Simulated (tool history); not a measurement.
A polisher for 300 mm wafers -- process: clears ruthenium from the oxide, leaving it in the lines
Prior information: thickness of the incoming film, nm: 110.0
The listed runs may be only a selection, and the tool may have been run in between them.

run	hour	flow of slurry (ml/min)	pressure of the wafer on the pad (psi)	speed of the pad under the wafer (cm/s)	overpolish time after the end point (s)	time until the end point was called (s)
1	0.0	220	1.5	100	36	154.27
2	2.5	220	1.4	98	36	165.27
3	6.9	220	1.3	96	36	181.13
4	7.4	220	1.4	96	36	165.43
5	14.5	220	1.4	118	36	141.07
6	17.6	220	1.3	114	36	155.21
7	21.8	220	1.2	110	36	178.01

What does the tool deliver on the next run?
8	28.7	220	1.2	110	36	?

Run 8 produced time until the end point was called (s) 171.71.
